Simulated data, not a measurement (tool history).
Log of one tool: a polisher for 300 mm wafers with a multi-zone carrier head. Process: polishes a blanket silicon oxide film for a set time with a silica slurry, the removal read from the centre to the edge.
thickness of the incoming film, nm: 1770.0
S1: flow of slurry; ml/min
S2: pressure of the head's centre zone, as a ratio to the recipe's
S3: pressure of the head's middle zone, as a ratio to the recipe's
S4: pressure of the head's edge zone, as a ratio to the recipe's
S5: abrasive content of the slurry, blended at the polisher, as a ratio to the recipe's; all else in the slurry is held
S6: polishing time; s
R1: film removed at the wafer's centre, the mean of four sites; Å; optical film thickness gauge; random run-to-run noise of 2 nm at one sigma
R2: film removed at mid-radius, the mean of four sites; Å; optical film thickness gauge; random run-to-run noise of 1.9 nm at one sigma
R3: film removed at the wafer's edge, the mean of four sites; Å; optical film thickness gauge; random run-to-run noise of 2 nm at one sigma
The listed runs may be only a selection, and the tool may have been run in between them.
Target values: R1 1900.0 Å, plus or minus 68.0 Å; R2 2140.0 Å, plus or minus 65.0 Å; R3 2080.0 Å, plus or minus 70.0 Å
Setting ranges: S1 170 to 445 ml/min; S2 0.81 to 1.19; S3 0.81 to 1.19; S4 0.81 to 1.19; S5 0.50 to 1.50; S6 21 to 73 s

run	hour	S1	S2	S3	S4	S5	S6	R1	R2	R3
1	0.0	285	1.00	1.00	1.00	1.00	47	2210.4	2271.8	2196.9
2	1.1	285	1.06	1.00	1.00	1.00	47	2329.8	2255.1	2197.1
3	3.6	285	1.06	1.08	1.00	1.00	47	2366.4	2419.7	2236.5
4	8.7	285	1.06	1.08	1.00	1.00	56	2888.8	2925.5	2640.3
5	15.7	345	1.06	1.08	1.00	1.00	56	2930.0	2901.5	2693.1
6	19.8	340	1.04	1.06	0.99	0.95	56	2783.4	2815.2	2622.4
7	25.8	340	1.02	1.04	0.98	0.90	56	2678.0	2697.9	2521.9
8	28.9	270	0.92	0.94	0.94	0.65	55	1992.5	2100.1	2107.1

Exercise: of the 4 proposed moves below, exactly one satisfies all targets within the stated allowed misses. Which move is it?
A	32.0	275	0.92	0.91	0.87	0.55	62	?	?	?
B	32.0	260	0.93	0.94	0.90	0.65	58	?	?	?
C	32.0	265	0.94	0.93	0.92	0.60	60	?	?	?
D	32.0	260	0.91	1.02	0.99	0.55	58	?	?	?

move	R1	R2	R3
A	2033.5	2126.6	2112.8
B	2063.4	2193.9	2157.4
C	2084.8	2172.8	2176.9
D	1868.7	2174.1	2085.1
A: lands further from the targets than the last run did
B: lands further from the targets than the last run did
C: lands further from the targets than the last run did
D: all results land within tolerance of their targets
So the answer is move D, the one that meets all the targets.
